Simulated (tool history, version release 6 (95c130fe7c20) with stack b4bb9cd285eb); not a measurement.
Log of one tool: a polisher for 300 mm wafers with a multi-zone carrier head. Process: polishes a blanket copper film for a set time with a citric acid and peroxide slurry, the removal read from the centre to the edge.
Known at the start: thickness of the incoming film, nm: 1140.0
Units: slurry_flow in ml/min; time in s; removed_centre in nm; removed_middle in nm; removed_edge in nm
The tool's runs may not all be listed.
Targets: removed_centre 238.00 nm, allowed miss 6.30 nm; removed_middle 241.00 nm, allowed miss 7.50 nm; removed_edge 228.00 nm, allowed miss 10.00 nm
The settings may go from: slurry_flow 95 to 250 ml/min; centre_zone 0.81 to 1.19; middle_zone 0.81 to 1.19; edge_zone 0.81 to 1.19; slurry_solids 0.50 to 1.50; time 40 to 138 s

Run 1, day 0.000: slurry_flow 160 ml/min, centre_zone 1.00, middle_zone 1.00, edge_zone 1.00, slurry_solids 1.00, time 88 s. Result: removed_centre 157.86 nm, removed_middle 164.62 nm, removed_edge 160.89 nm.
Run 2, day 0.271: slurry_flow 160 ml/min, centre_zone 0.93, middle_zone 1.00, edge_zone 1.00, slurry_solids 1.00, time 88 s. Result: removed_centre 146.53 nm, removed_middle 162.90 nm, removed_edge 162.32 nm.
Run 3, day 0.342: slurry_flow 165 ml/min, centre_zone 0.95, middle_zone 1.01, edge_zone 1.02, slurry_solids 1.05, time 89 s. Result: removed_centre 155.50 nm, removed_middle 169.84 nm, removed_edge 166.77 nm.
Run 4, day 0.458: slurry_flow 165 ml/min, centre_zone 0.96, middle_zone 1.02, edge_zone 1.03, slurry_solids 1.10, time 91 s. Result: removed_centre 160.46 nm, removed_middle 178.17 nm, removed_edge 174.47 nm.
Run 5, day 0.775: slurry_flow 165 ml/min, centre_zone 0.96, middle_zone 1.02, edge_zone 0.95, slurry_solids 1.10, time 91 s. Result: removed_centre 159.76 nm, removed_middle 178.82 nm, removed_edge 165.09 nm.
Run 6, day 0.879: slurry_flow 165 ml/min, centre_zone 0.96, middle_zone 1.02, edge_zone 0.95, slurry_solids 1.10, time 104 s. Result: removed_centre 184.30 nm, removed_middle 207.28 nm, removed_edge 188.87 nm.
Run 7, day 0.938: slurry_flow 170 ml/min, centre_zone 0.97, middle_zone 1.02, edge_zone 0.97, slurry_solids 1.10, time 104 s. Result: removed_centre 188.10 nm, removed_middle 203.30 nm, removed_edge 197.26 nm.
Run 8, day 1.267: slurry_flow 175 ml/min, centre_zone 0.98, middle_zone 1.03, edge_zone 0.98, slurry_solids 1.10, time 104 s. Result: removed_centre 190.45 nm, removed_middle 208.55 nm, removed_edge 197.49 nm.
Run 9, day 1.329: slurry_flow 180 ml/min, centre_zone 0.99, middle_zone 1.04, edge_zone 0.99, slurry_solids 1.10, time 104 s. Result: removed_centre 194.27 nm, removed_middle 209.26 nm, removed_edge 196.48 nm.

Which of these 4 next moves meets every target?
Run A, day 1.392: slurry_flow 210 ml/min, centre_zone 1.11, middle_zone 1.11, edge_zone 1.12, slurry_solids 1.00, time 113 s. Result: removed_centre ?, removed_middle ?, removed_edge ?.
Run B, day 1.392: slurry_flow 145 ml/min, centre_zone 0.93, middle_zone 1.00, edge_zone 1.03, slurry_solids 1.20, time 131 s. Result: removed_centre ?, removed_middle ?, removed_edge ?.
Run C, day 1.392: slurry_flow 200 ml/min, centre_zone 1.10, middle_zone 0.81, edge_zone 1.08, slurry_solids 0.90, time 125 s. Result: removed_centre ?, removed_middle ?, removed_edge ?.
Run D, day 1.392: slurry_flow 180 ml/min, centre_zone 0.99, middle_zone 0.96, edge_zone 1.01, slurry_solids 1.15, time 126 s. Result: removed_centre ?, removed_middle ?, removed_edge ?.

move  removed_centre  removed_middle  removed_edge
   A          234.05          238.90        225.10
   B          222.74          250.76        251.23
   C          248.36          197.13        238.67
   D          234.31          238.32        242.82
A: meets every target
B: nearer than the last run, and not there yet
C: takes the result that was furthest off past its target
D: brings the result that was furthest off to its target, and leaves another outside
Answer: A

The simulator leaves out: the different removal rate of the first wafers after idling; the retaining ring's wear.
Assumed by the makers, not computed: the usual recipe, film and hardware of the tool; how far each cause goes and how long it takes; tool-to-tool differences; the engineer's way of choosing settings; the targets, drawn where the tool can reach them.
